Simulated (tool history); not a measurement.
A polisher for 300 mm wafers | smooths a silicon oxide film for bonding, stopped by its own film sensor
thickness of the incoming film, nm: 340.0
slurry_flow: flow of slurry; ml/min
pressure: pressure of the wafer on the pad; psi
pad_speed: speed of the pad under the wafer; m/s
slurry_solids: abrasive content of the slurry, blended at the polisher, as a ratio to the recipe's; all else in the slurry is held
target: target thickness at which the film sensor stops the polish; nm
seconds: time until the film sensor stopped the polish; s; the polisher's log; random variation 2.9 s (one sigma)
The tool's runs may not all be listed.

run	hour	slurry_flow	pressure	pad_speed	slurry_solids	target	seconds
1	0	320	2.3	0.96	1	274	98.083
2	0.8	320	2.3	0.96	0.9	274	107.45
3	3.8	320	2.5	0.96	0.9	274	96.495
4	10.8	320	2.5	0.96	0.9	274	101.15
5	17.5	320	2.4	0.94	0.9	274	101.91
6	18.2	320	2.4	0.78	0.9	274	115.16

Run 7 comes next. What will it give?
7	22.5	320	2.3	0.78	0.9	274	?

Run 7 gave seconds 120.72 s.

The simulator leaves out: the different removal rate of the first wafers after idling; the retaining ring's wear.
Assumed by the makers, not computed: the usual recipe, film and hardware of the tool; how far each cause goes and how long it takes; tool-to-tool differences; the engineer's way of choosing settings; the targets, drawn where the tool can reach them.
